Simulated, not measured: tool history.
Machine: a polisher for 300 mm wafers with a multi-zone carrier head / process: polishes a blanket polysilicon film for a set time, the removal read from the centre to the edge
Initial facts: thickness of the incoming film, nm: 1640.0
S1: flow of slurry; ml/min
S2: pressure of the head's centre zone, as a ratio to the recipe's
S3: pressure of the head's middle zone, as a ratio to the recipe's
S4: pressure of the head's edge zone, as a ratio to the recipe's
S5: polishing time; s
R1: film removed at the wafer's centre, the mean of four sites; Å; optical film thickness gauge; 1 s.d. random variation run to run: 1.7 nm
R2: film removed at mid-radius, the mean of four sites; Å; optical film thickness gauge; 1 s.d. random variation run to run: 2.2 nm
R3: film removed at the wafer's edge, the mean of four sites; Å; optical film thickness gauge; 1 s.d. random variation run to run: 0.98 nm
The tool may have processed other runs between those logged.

run 1 hour=0 | S1=210 S2=1 S3=1 S4=1 S5=46 | R1=2523.2 R2=2551 R3=2427.2
run 2 hour=7.9 | S1=210 S2=1 S3=1 S4=1.05 S5=46 | R1=2535.1 R2=2574.6 R3=2528.1
run 3 hour=16.1 | S1=205 S2=0.98 S3=1 S4=1.02 S5=43 | R1=2294.8 R2=2386 R3=2319.8
run 4 hour=19.5 | S1=205 S2=1.02 S3=1 S4=1.02 S5=43 | R1=2378.4 R2=2413.7 R3=2297.3
run 5 hour=24.7 | S1=205 S2=1.06 S3=1 S4=1.02 S5=43 | R1=2548.8 R2=2386.5 R3=2296.3
run 6 hour=33.2 | S1=205 S2=1.06 S3=1.08 S4=1.02 S5=43 | R1=2474.2 R2=2493.9 R3=2295.4
run 7 hour=39.1 | S1=200 S2=1.04 S3=1.07 S4=1 S5=41 | R1=2306.3 R2=2346.2 R3=2195.5
run 8 hour=43.2 | S1=200 S2=1.04 S3=1.07 S4=1 S5=41 | R1=2330 R2=2282.8 R3=2161.6
run 9 hour=49.3 | S1=170 S2=0.94 S3=1.08 S4=0.9 S5=28 | R1=1412.4 R2=1561.3 R3=1397.5
run 10 hour=50.9 | S1=170 S2=0.94 S3=1.09 S4=0.9 S5=28 | R1=1448.1 R2=1606.3 R3=1373.8

Run 11 has not been measured yet. What should we expect?
run 11 hour=53 | S1=170 S2=0.93 S3=1.09 S4=0.91 S5=28 | R1=? R2=? R3=?

R1: 1371.8 Å
R2: 1624.9 Å
R3: 1392.9 Å
